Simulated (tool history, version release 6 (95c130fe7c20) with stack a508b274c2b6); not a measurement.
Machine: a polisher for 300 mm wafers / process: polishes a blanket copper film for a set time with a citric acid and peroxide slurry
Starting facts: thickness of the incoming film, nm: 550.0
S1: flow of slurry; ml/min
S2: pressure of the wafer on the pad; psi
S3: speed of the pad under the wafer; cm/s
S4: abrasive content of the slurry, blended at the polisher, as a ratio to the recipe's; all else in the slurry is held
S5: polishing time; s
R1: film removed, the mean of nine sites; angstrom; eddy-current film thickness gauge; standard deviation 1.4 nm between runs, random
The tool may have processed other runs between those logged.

{"run": 1, "hour": 0.0, "S1": 180, "S2": 4.1, "S3": 94, "S4": 1, "S5": 79, "R1": 2486.6}
{"run": 2, "hour": 7.9, "S1": 160, "S2": 4.1, "S3": 94, "S4": 1, "S5": 79, "R1": 2483}
{"run": 3, "hour": 9.9, "S1": 160, "S2": 3.8, "S3": 94, "S4": 1, "S5": 79, "R1": 2347.2}
{"run": 4, "hour": 16.7, "S1": 160, "S2": 3.8, "S3": 94, "S4": 1, "S5": 83, "R1": 2450.2}
{"run": 5, "hour": 21.5, "S1": 140, "S2": 3.8, "S3": 94, "S4": 1, "S5": 83, "R1": 2418.2}
{"run": 6, "hour": 23.8, "S1": 140, "S2": 3.8, "S3": 94, "S4": 1, "S5": 79, "R1": 2289.5}
{"run": 7, "hour": 24.6, "S1": 140, "S2": 3.6, "S3": 94, "S4": 1, "S5": 79, "R1": 2128.5}

Estimate the outcome of run 8 from the log above:
{"run": 8, "hour": 31.6, "S1": 135, "S2": 2.5, "S3": 92, "S4": 1, "S5": 79, "R1": "?"}

{"run 8": {"R1": 1505.9}}

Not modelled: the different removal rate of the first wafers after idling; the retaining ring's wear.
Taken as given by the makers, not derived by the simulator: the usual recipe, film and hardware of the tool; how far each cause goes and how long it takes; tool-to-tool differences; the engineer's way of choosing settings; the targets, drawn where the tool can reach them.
